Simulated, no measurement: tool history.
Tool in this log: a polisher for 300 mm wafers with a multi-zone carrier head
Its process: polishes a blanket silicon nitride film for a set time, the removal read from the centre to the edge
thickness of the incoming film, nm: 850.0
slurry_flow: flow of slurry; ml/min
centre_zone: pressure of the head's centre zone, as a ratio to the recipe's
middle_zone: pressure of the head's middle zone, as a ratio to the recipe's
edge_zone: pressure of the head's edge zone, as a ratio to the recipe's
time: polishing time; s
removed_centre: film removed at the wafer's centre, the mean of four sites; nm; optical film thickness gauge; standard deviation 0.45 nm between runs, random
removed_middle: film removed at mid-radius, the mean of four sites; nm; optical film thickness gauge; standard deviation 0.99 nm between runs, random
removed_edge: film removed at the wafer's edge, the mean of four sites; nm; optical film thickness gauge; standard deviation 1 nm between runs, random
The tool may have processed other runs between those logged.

run,hour,slurry_flow,centre_zone,middle_zone,edge_zone,time,removed_centre,removed_middle,removed_edge
1,0.0,135,1.00,1.00,1.00,58,109.630,105.850,107.450
2,1.0,135,1.09,1.00,1.00,58,119.840,106.030,108.200
3,4.3,125,1.03,0.99,0.97,55,104.150,95.671,99.555
4,11.8,120,0.99,1.00,0.94,53,95.706,93.154,95.671
5,18.8,120,0.99,1.00,0.94,40,71.037,71.606,69.824
6,22.2,120,0.99,1.06,0.94,40,72.500,75.606,72.669

Run 7 comes next. What will it give?
7,26.7,100,0.95,1.11,0.99,40,?,?,?

removed_centre: 64.829 nm
removed_middle: 73.675 nm
removed_edge: 70.422 nm
